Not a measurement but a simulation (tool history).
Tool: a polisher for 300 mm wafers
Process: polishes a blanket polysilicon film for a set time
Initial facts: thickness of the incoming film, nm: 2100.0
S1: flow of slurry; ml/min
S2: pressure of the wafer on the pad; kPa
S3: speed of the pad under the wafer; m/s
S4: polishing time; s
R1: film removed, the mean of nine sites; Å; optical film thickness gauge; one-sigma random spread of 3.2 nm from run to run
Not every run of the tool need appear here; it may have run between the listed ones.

run	day	S1	S2	S3	S4	R1
1	0	125	14.5	1.3	48	3602.1
2	0.104	125	14.5	1.3	48	3605
3	0.321	125	14.5	1.3	48	3635.2
4	0.662	155	14.5	1.3	48	3753.7
5	0.758	155	14.5	1.3	43	3389.4
6	1.058	155	15.2	1.3	43	3526.7
7	1.329	155	15.9	1.3	43	3680.6
8	1.546	155	15.9	1.3	43	3683.1
9	1.917	155	16.5	1.3	43	3825.8
10	1.958	155	17.2	1.3	43	4014.9
11	2.267	155	17.9	1.3	43	4199.5

Run 12 is up next; what results do you expect?
12	2.4	155	18.6	1.3	43	?

R1: 4301.7 Å
